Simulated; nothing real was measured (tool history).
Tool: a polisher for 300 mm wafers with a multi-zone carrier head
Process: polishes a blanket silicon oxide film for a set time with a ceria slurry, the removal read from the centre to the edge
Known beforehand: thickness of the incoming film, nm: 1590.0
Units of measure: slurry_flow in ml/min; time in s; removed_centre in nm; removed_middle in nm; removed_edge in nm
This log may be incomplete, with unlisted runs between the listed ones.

run,hour,slurry_flow,centre_zone,middle_zone,edge_zone,time,removed_centre,removed_middle,removed_edge
1,0,240,1,1,1,63,192.96,192.09,188.58
2,2.4,245,0.98,1.05,1.02,69,202.78,222.82,210.4
3,4.3,250,0.99,1.09,1.04,72,227.29,234.02,218.64
4,5.5,250,0.99,1.09,1.04,61,188.41,204.93,190.44
5,8.6,250,1.06,1.09,1.04,61,195.4,203.3,186.83
6,12.1,250,1.06,1.09,1.12,61,196.97,201.83,196.51
7,16.3,260,1,1.12,1.11,67,208.12,232.85,217.19
8,21.4,275,0.99,1.14,1.12,70,216.75,234.83,224.13
9,25.1,250,0.96,1.16,1.11,74,218.07,256.98,240.22

Run 10 comes next. What will it give?
10,32.3,245,0.95,1.17,1.08,77,?,?,?

Run 10 measured removed_centre 232.96 nm, removed_middle 271.35 nm, removed_edge 246.95 nm.
